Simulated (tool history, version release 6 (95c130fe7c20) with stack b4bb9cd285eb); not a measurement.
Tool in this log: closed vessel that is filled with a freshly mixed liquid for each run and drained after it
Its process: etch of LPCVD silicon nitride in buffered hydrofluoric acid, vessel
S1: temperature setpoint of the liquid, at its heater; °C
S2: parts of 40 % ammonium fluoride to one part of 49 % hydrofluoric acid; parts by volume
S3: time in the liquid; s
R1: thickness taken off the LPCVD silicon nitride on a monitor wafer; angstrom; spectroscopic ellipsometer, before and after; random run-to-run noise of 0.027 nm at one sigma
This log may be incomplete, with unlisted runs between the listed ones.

{"run": 1, "hour": 0.0, "S1": 23.0, "S2": 14.0, "S3": 660, "R1": 64.791}
{"run": 2, "hour": 3.7, "S1": 23.0, "S2": 14.0, "S3": 660, "R1": 64.964}
{"run": 3, "hour": 7.1, "S1": 25.5, "S2": 14.0, "S3": 660, "R1": 74.315}
{"run": 4, "hour": 9.5, "S1": 23.5, "S2": 15.5, "S3": 655, "R1": 59.892}
{"run": 5, "hour": 17.0, "S1": 23.5, "S2": 13.5, "S3": 655, "R1": 69.036}
{"run": 6, "hour": 22.7, "S1": 20.5, "S2": 13.5, "S3": 655, "R1": 58.764}
{"run": 7, "hour": 24.3, "S1": 17.0, "S2": 18.0, "S3": 630, "R1": 34.483}

Run 8 has not been measured yet. What should we expect?
{"run": 8, "hour": 26.6, "S1": 17.0, "S2": 18.5, "S3": 630, "R1": "?"}

Run 8 measured R1 33.250 angstrom.

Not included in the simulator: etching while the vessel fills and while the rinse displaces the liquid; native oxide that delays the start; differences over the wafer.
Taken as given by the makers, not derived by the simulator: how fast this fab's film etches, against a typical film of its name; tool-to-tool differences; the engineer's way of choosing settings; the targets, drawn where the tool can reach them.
